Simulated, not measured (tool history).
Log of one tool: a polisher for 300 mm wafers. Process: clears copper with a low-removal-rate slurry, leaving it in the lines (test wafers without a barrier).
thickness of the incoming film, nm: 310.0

run	hour	flow of slurry (ml/min)	pressure of the wafer on the pad (psi)	speed of the pad under the wafer (cm/s)	abrasive content of the slurry	overpolish time after the end point (s)	time until the end point was called (s)	dishing of a wide line in a test structure (angstrom)
1	0.0	170	2.0	140	1.00	18	95.245	195.72
2	1.8	170	2.0	162	1.00	18	87.718	210.50
3	2.8	170	1.7	160	1.00	19	103.350	202.39
4	4.4	145	1.7	160	1.00	19	99.456	197.29
5	10.1	145	1.7	160	1.15	19	100.660	203.27
6	15.4	185	1.7	160	1.15	19	95.754	208.19
7	19.5	185	1.5	156	1.15	19	112.370	190.26
8	27.1	185	1.4	156	1.15	19	119.250	189.76
9	27.8	180	0.9	152	1.15	18	180.420	139.89

Run 10 comes next. What will it give?
10	34.4	180	0.9	152	1.15	19	?	?

time until the end point was called (s): 183.240
dishing of a wide line in a test structure (angstrom): 143.94
